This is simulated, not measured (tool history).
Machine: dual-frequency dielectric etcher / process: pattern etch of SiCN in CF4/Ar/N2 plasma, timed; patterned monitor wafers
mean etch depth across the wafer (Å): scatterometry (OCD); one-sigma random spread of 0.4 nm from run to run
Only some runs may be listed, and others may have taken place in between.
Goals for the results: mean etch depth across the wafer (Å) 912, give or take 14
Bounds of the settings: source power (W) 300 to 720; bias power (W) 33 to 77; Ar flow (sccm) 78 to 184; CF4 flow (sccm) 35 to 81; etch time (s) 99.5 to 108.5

run    day  source power (W)  bias power (W)  Ar flow (sccm)  CF4 flow (sccm)  etch time (s)  mean etch depth across the wafer (Å)
  1      0               510              55             131               58          108.5                                820.47
  2  0.229               510              49             131               58          108.5                                800.73
  3  0.488               510              49             131               68          108.5                                824.52
  4  0.862               520              49             131               68          108.5                                824.24
     1.046  -- Ar flow controller replaced
  5  1.046               520              54             131               68          108.5                                857.49
  6  1.412               530              54             131               68          108.5                                861.53
  7  1.496               540              54             131               68          108.5                                872.09
  8  1.588               550              54             131               68          108.5                                878.34
  9   1.85               560              54             131               68          108.5                                892.89
 10  2.125               570              54             131               68          108.5                                894.14

Which one of the following 4 next-run settings gets every result inside its allowed miss? There is exactly one.
  A  2.4               570              53             136               71            106                                     ?
  B  2.4               550              60             157               73            107                                     ?
  C  2.4               600              49             143               69          107.5                                     ?
  D  2.4               620              48              95               76            102                                     ?

move  mean etch depth across the wafer (Å)
   A                                884.92
   B                                891.14
   C                                895.08
   D                                923.55
A: the biggest miss grows against the last run
B: the biggest miss grows against the last run
C: closer than the last run, but not yet in spec
D: hits every target within its allowed miss
So the answer is move D, the one that meets all the targets.
